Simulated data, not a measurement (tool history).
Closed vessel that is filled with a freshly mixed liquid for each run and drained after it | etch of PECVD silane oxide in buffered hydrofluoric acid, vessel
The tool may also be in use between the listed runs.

run  hour  temperature setpoint of the liquid (C)  parts of 40 % ammonium fluoride to one part of 49 % hydrofluoric acid (parts by volume)  time in the liquid (s)  thickness taken off the PECVD silane oxide on a monitor wafer (Å)
  1   0.0                                    20.0                                                                                     12.0                      85                                                             848.89
  2   7.7                                    20.0                                                                                     14.0                      85                                                             731.48
  3  13.0                                    18.0                                                                                     14.0                      85                                                             659.43
  4  14.9                                    21.0                                                                                     14.0                      85                                                             773.00
  5  20.0                                    22.0                                                                                     13.5                      85                                                             845.32
  6  25.4                                    20.0                                                                                     13.5                      85                                                             764.48

The next listed run, before its measurement:
  7  34.3                                    21.5                                                                                     13.0                      85                                                                  ?

Run 7 gave thickness taken off the PECVD silane oxide on a monitor wafer (Å) 867.18.
